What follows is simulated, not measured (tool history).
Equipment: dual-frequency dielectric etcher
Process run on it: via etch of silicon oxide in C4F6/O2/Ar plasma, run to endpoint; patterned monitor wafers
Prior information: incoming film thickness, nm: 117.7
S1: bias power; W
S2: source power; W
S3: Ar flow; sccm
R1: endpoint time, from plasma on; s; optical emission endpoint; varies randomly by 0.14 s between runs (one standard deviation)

run  hour   S1   S2   S3      R1
  1     0  413  340  296  29.791
  2   5.2  380  340  296  30.813
  3  13.2  380  280  296  32.104
  4    16  324  280  296  34.035
     19.2  -- Ar flow controller replaced
  5  19.2  387  290  293  31.439
  6  23.3  332  290  293  32.997

Estimate the outcome of run 7 from the log above:
  7  31.3  414  320  287   ?

{"run 7": {"R1": 29.929}}
